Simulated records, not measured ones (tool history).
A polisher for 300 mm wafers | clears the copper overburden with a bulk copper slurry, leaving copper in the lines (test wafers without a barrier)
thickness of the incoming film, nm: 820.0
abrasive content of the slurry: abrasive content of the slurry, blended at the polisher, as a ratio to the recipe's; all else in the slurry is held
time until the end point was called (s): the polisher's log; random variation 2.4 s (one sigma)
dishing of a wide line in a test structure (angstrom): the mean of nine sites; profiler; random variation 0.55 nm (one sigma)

run	hour	flow of slurry (ml/min)	pressure of the wafer on the pad (psi)	speed of the pad under the wafer (cm/s)	abrasive content of the slurry	overpolish time after the end point (s)	time until the end point was called (s)	dishing of a wide line in a test structure (angstrom)
1	0.0	245	2.2	100	1.00	21	124.33	687.94
2	3.9	250	1.8	110	1.00	16	140.37	529.13
3	9.7	255	1.5	122	1.00	13	147.42	441.68
4	11.4	255	1.0	122	1.00	13	221.35	317.67
5	15.3	255	1.0	132	1.00	13	203.87	331.40
6	22.8	255	1.0	108	1.00	13	247.26	289.03
7	27.1	265	1.6	112	1.05	6	149.42	238.73
8	34.3	250	1.6	114	0.95	6	149.52	240.24
9	38.6	255	1.6	116	1.00	7	145.85	276.42
10	44.3	255	1.6	118	1.00	8	144.31	315.74
11	48.5	250	1.5	118	1.00	11	156.76	386.98

The next listed run, before its measurement:
12	54.3	255	1.5	118	1.00	11	?	?

{"run 12": {"time until the end point was called (s)": 160.59, "dishing of a wide line in a test structure (angstrom)": 381.57}}
